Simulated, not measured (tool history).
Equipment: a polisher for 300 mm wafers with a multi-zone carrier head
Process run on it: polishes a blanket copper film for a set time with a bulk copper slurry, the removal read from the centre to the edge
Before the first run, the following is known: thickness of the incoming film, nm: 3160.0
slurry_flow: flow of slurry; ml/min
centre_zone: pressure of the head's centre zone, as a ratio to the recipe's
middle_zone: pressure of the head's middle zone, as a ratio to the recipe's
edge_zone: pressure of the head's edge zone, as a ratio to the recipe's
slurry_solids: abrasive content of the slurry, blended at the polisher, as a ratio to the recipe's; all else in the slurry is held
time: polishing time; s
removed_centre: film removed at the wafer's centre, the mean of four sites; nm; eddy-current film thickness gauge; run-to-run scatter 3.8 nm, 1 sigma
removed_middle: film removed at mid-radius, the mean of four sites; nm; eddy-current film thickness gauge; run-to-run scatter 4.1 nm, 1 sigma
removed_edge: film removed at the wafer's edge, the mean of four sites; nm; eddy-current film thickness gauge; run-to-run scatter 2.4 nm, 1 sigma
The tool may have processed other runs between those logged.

Run 1, hour 0.0: slurry_flow 180 ml/min, centre_zone 1.00, middle_zone 1.00, edge_zone 1.00, slurry_solids 1.00, time 71 s. Result: removed_centre 675.96 nm, removed_middle 674.72 nm, removed_edge 669.36 nm.
Run 2, hour 1.2: slurry_flow 180 ml/min, centre_zone 1.00, middle_zone 0.97, edge_zone 1.00, slurry_solids 1.00, time 71 s. Result: removed_centre 670.22 nm, removed_middle 675.89 nm, removed_edge 675.77 nm.
Run 3, hour 3.1: slurry_flow 180 ml/min, centre_zone 1.00, middle_zone 0.97, edge_zone 1.00, slurry_solids 0.90, time 71 s. Result: removed_centre 654.21 nm, removed_middle 660.96 nm, removed_edge 659.27 nm.
Run 4, hour 7.8: slurry_flow 180 ml/min, centre_zone 1.00, middle_zone 1.00, edge_zone 1.00, slurry_solids 0.90, time 71 s. Result: removed_centre 650.39 nm, removed_middle 671.69 nm, removed_edge 657.53 nm.
Run 5, hour 13.1: slurry_flow 180 ml/min, centre_zone 1.06, middle_zone 1.00, edge_zone 1.00, slurry_solids 0.90, time 71 s. Result: removed_centre 701.63 nm, removed_middle 664.78 nm, removed_edge 663.48 nm.
Run 6, hour 22.1: slurry_flow 165 ml/min, centre_zone 1.06, middle_zone 0.96, edge_zone 1.00, slurry_solids 0.80, time 63 s. Result: removed_centre 605.04 nm, removed_middle 555.37 nm, removed_edge 564.43 nm.

Estimate the outcome of run 7 from the log above:
Run 7, hour 26.7: slurry_flow 155 ml/min, centre_zone 1.04, middle_zone 0.93, edge_zone 1.01, slurry_solids 0.75, time 58 s. Result: removed_centre ?, removed_middle ?, removed_edge ?.

{"run 7": {"removed_centre": 520.47, "removed_middle": 483.04, "removed_edge": 509.97}}

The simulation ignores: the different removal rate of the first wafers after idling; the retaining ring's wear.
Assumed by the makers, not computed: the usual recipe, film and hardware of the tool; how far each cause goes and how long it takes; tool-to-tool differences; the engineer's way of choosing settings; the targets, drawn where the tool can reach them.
